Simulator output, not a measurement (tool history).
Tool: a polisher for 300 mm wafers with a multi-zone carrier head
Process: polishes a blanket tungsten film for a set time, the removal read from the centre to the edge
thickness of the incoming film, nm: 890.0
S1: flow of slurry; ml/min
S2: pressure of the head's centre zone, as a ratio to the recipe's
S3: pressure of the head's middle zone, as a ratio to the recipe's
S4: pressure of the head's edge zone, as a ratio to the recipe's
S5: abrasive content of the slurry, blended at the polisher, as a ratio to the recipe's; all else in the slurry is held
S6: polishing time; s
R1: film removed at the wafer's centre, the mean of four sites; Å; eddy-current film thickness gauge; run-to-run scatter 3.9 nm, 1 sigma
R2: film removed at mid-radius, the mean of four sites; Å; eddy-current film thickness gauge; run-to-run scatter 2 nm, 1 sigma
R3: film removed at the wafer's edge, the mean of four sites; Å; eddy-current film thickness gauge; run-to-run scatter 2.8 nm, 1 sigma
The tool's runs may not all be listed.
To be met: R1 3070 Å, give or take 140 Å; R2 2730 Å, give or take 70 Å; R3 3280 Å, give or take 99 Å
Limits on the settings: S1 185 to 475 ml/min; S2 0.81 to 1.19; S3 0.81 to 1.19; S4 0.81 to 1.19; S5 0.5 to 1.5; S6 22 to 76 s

run    day   S1    S2    S3    S4    S5  S6      R1      R2      R3
  1      0  305     1     1     1     1  49  3475.9  3329.5  3353.7
  2  0.054  370     1     1     1     1  49  3451.9  3406.3  3419.5
  3  0.412  420     1     1     1     1  49  3416.4  3465.8  3466.5
  4  0.667  420     1     1     1     1  41  2917.7  2860.8  2820.4
  5  0.892  420     1     1     1     1  35  2482.7  2456.8  2449.4
  6  1.254  475     1     1     1     1  35  2522.5  2458.7  2418.3
  7  1.538  465     1  0.96  1.05  1.15  36  2663.1  2539.6    2681
  8  1.812  460  1.01  0.94  1.09  1.25  37  2743.1  2607.8  2867.6
  9  2.108  455  1.03  0.92  1.11  1.35  38  2982.1  2716.8  3006.6
 10  2.138  455  1.03   0.9  1.13   1.4  38  2989.1  2681.8  3089.6
 11  2.225  455  1.03  0.89  1.14  1.45  38  3052.3  2666.8  3135.4
 12  2.446  455  1.03  0.89  1.15  1.45  38  3108.7  2709.2  3133.7
 13  2.567  455  1.01  0.88  1.16  1.45  38  3064.1  2629.4  3152.8
 14    2.7  455  0.99  0.89  1.17  1.45  38  2946.5  2686.9    3163

Of the 4 settings listed for the next run, only one would bring every result within its allowed miss of target. Which one?
  A  2.833  430  0.98  0.86  1.14  1.35  41   ?   ?   ?
  B  2.833  475  1.08  0.85  1.07   1.5  38   ?   ?   ?
  C  2.833  455  0.98  0.88  1.14   1.4  37   ?   ?   ?
  D  2.833  475  0.98  0.94  1.16   1.5  36   ?   ?   ?

move      R1      R2      R3
   A  3081.7  2741.5  3279.3
   B  3212.8  2604.9  3042.8
   C  2819.8  2553.5    2996
   D    2804  2675.4  3000.2
A: all results in spec
B: its largest miss is bigger than the last run's
C: its largest miss is bigger than the last run's
D: its largest miss is bigger than the last run's
A meets every target.

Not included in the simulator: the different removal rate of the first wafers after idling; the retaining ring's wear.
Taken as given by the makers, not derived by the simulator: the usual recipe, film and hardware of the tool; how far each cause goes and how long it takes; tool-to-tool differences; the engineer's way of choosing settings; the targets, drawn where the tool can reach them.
